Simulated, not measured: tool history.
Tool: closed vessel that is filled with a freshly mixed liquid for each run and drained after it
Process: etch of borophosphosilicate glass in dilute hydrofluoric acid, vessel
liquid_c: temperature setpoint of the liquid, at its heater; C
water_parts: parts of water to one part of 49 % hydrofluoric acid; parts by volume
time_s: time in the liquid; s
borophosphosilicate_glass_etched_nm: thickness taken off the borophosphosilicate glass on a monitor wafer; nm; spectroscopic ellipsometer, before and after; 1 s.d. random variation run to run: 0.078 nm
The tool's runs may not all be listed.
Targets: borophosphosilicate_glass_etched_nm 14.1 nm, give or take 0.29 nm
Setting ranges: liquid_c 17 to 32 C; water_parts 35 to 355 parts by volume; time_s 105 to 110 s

run	day	liquid_c	water_parts	time_s	borophosphosilicate_glass_etched_nm
1	0	24	195	105	28.715
2	0.1	24	130	105	46.275
3	0.262	22	165	105	32.124
4	0.442	20.5	190	105	25.923
5	0.567	19.5	210	105	22.259
6	0.617	19.5	210	110	23.16
7	0.962	19	225	110	20.802
8	1.142	18.5	240	110	19.1
9	1.367	18	250	110	17.692
10	1.517	17.5	260	110	16.344
11	1.642	17.5	265	110	16.333

Below are 4 possible settings for the next run. Only one of them brings all results inside the allowed miss of their targets. Which is it?
A	1.767	17	280	105	?
B	1.767	17.5	250	110	?
C	1.767	19	260	105	?
D	1.767	17.5	215	110	?

move	borophosphosilicate_glass_etched_nm
A	14.158
B	17.379
C	16.742
D	20.853
A: meets every target
B: further off than the last run
C: further off than the last run
D: further off than the last run
The move that meets every target is A.
